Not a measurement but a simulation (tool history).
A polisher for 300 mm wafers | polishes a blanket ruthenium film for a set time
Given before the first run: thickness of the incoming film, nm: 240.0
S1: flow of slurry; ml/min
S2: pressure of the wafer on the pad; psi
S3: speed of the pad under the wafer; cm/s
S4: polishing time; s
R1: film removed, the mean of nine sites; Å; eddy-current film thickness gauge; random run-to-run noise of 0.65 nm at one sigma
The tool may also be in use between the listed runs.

Run 1, hour 0: S1 150 ml/min, S2 2.2 psi, S3 100 cm/s, S4 83 s. Result: R1 855.59 Å.
Run 2, hour 5.6: S1 150 ml/min, S2 2.1 psi, S3 100 cm/s, S4 83 s. Result: R1 800.94 Å.
Run 3, hour 12.7: S1 180 ml/min, S2 2.1 psi, S3 100 cm/s, S4 83 s. Result: R1 832.31 Å.
Run 4, hour 16.5: S1 180 ml/min, S2 2.1 psi, S3 100 cm/s, S4 87 s. Result: R1 894.51 Å.
Run 5, hour 21.1: S1 180 ml/min, S2 2 psi, S3 100 cm/s, S4 87 s. Result: R1 833.22 Å.
Run 6, hour 23: S1 180 ml/min, S2 1.6 psi, S3 100 cm/s, S4 87 s. Result: R1 704.27 Å.

Predict the results of run 7:
Run 7, hour 26.7: S1 180 ml/min, S2 1.5 psi, S3 100 cm/s, S4 87 s. Result: R1 ?.

For run 7 the tool returned R1 671.37 Å.
